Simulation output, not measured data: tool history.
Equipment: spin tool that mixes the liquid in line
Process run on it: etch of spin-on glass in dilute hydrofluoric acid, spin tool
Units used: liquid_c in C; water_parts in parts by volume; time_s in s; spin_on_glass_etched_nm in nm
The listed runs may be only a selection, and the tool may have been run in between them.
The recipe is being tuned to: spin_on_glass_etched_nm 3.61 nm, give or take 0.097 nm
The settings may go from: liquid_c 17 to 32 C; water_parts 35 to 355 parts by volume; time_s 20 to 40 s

run  hour  liquid_c  water_parts  time_s  spin_on_glass_etched_nm
  1     0        24          195      40                   5.3582
  2   2.3        24          125      40                   9.0267
  3     6        24          155      40                   7.0142
  4   6.7        24          155      40                   7.0607
  5  12.2        24          155      20                   3.4689
  6  15.4        24          155      40                   7.0569
  7  16.9        23          165      40                   6.2612
  8  18.3        23          175      40                   5.8491
  9  18.8        23          185      40                   5.4765
 10  26.4        23          195      40                   5.1248
 11  33.3        23          205      40                   4.8293
 12  35.5      22.5          210      40                    4.639

Which single option among these 4 for the next run brings every result within its allowed miss of target? Just one does.
  A  37.7        22          145      40                        ?
  B  37.7      19.5          160      40                        ?
  C  37.7      23.5          185      40                        ?
  D  37.7      25.5          275      40                        ?

move  spin_on_glass_etched_nm
   A                   7.0536
   B                   5.7011
   C                    5.606
   D                   3.6867
A: moves away from the targets compared with the last run
B: moves away from the targets compared with the last run
C: moves away from the targets compared with the last run
D: each result inside its tolerance
D meets every target.

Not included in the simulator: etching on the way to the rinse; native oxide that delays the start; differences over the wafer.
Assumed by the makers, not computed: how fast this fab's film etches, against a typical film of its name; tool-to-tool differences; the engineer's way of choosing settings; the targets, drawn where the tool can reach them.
